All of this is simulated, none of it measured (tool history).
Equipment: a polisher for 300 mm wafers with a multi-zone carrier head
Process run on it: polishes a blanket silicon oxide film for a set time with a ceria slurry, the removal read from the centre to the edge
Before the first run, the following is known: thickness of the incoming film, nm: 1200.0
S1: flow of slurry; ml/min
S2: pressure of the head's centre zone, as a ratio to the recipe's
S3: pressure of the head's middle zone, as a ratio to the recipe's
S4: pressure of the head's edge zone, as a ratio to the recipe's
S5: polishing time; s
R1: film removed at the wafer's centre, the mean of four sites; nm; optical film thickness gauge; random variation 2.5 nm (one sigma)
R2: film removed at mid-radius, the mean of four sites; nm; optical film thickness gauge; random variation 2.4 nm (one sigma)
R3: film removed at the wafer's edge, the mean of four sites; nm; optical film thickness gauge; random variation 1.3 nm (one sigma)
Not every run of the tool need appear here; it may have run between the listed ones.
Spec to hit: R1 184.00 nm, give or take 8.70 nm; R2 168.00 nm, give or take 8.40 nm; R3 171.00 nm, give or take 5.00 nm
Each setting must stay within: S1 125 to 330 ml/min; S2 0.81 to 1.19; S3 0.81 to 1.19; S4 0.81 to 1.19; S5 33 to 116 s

run	day	S1	S2	S3	S4	S5	R1	R2	R3
1	0.000	210	1.00	1.00	1.00	74	283.32	299.79	286.80
2	0.196	205	1.01	0.97	0.97	66	266.86	257.18	258.74
3	0.425	205	1.00	0.97	0.95	59	228.28	228.85	231.18
4	0.721	205	0.97	0.97	0.95	59	226.69	230.11	228.51
5	1.004	205	0.98	0.96	0.92	55	205.35	215.39	212.82
6	1.212	205	0.98	0.96	0.98	55	205.19	218.62	216.34
7	1.588	205	1.00	0.96	0.95	51	195.28	196.43	194.62
8	1.758	205	1.01	0.95	0.95	50	195.00	193.67	193.83
9	2.025	205	1.02	0.95	0.94	49	195.36	186.00	187.83
10	2.079	205	1.02	0.95	0.93	48	190.05	181.05	184.27

Exactly one of the 4 candidate moves below puts every result within its allowed miss. Which one?
A	2.133	185	1.11	0.98	1.02	43	?	?	?
B	2.133	195	0.92	0.87	0.94	53	?	?	?
C	2.133	240	1.04	1.15	0.88	44	?	?	?
D	2.133	245	0.94	0.89	0.85	51	?	?	?

move	R1	R2	R3
A	183.18	170.65	170.71
B	188.01	191.86	204.37
C	181.47	206.07	167.30
D	190.06	192.84	192.20
A: every result lands within tolerance
B: its largest miss is bigger than the last run's
C: brings the result that was furthest off to its target, and leaves another outside
D: its largest miss is bigger than the last run's
Correct choice: A, which meets every target
